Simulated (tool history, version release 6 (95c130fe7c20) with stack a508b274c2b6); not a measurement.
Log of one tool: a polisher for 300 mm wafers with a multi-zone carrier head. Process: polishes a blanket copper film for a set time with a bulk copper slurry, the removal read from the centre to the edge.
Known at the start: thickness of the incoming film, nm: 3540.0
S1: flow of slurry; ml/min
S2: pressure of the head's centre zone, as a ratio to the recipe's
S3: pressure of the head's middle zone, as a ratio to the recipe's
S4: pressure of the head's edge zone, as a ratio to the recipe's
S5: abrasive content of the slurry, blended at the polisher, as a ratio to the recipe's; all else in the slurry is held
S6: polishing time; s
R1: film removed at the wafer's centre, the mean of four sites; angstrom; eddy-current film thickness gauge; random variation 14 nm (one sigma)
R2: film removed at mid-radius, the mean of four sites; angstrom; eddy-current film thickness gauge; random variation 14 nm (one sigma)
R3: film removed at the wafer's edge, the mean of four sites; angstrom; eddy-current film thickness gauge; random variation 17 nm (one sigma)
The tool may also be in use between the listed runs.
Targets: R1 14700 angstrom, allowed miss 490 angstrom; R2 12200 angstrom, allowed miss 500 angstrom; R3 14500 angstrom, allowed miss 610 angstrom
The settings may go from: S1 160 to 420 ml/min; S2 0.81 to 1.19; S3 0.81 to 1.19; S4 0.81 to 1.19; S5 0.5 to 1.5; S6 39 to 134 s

run 1 hour=0 | S1=270 S2=1 S3=1 S4=1 S5=1 S6=86 | R1=11790 R2=11202 R3=11483
run 2 hour=2.2 | S1=275 S2=1.02 S3=0.98 S4=1.05 S5=1.15 S6=87 | R1=12586 R2=11668 R3=12085
run 3 hour=5.4 | S1=340 S2=1.02 S3=0.98 S4=1.05 S5=1.15 S6=87 | R1=12926 R2=11802 R3=12278
run 4 hour=13.9 | S1=340 S2=1.09 S3=0.98 S4=1.05 S5=1.15 S6=87 | R1=13856 R2=11824 R3=12581
run 5 hour=15.2 | S1=340 S2=1.09 S3=1.02 S4=1.05 S5=1.15 S6=87 | R1=13898 R2=12192 R3=12226
run 6 hour=21 | S1=340 S2=1.09 S3=1.02 S4=1.05 S5=1.15 S6=75 | R1=11886 R2=10556 R3=10692
run 7 hour=26.7 | S1=335 S2=1.07 S3=0.97 S4=1.08 S5=1.25 S6=81 | R1=12974 R2=11311 R3=11944
run 8 hour=31.7 | S1=330 S2=1.06 S3=0.93 S4=1.1 S5=1.3 S6=84 | R1=13295 R2=11207 R3=12864
run 9 hour=34.8 | S1=330 S2=1.06 S3=0.93 S4=1.12 S5=1.35 S6=85 | R1=13562 R2=11322 R3=12672
run 10 hour=36.5 | S1=335 S2=1.04 S3=0.91 S4=1.13 S5=1.4 S6=88 | R1=14164 R2=11997 R3=13531
run 11 hour=37.7 | S1=340 S2=1.03 S3=0.89 S4=1.15 S5=1.45 S6=89 | R1=14099 R2=11673 R3=14310

5 next moves are on the table. One of them brings every result within its allowed miss. Which?
run A hour=38.9 | S1=350 S2=1.1 S3=0.9 S4=1.17 S5=1.3 S6=85 | R1=? R2=? R3=?
run B hour=38.9 | S1=370 S2=1 S3=0.87 S4=1.19 S5=1.4 S6=87 | R1=? R2=? R3=?
run C hour=38.9 | S1=360 S2=1.05 S3=0.9 S4=1.18 S5=1.35 S6=92 | R1=? R2=? R3=?
run D hour=38.9 | S1=360 S2=1.04 S3=0.84 S4=1.18 S5=1.45 S6=85 | R1=? R2=? R3=?
run E hour=38.9 | S1=370 S2=0.96 S3=0.89 S4=1.16 S5=1.45 S6=92 | R1=? R2=? R3=?

move=A R1=14059 R2=10996 R3=13314
move=B R1=13376 R2=11200 R3=14047
move=C R1=14693 R2=12043 R3=14631
move=D R1=13675 R2=10696 R3=13766
move=E R1=13693 R2=12175 R3=14792
A: further off than the last run
B: further off than the last run
C: meets every target
D: further off than the last run
E: further off than the last run
Move C is the one to make.

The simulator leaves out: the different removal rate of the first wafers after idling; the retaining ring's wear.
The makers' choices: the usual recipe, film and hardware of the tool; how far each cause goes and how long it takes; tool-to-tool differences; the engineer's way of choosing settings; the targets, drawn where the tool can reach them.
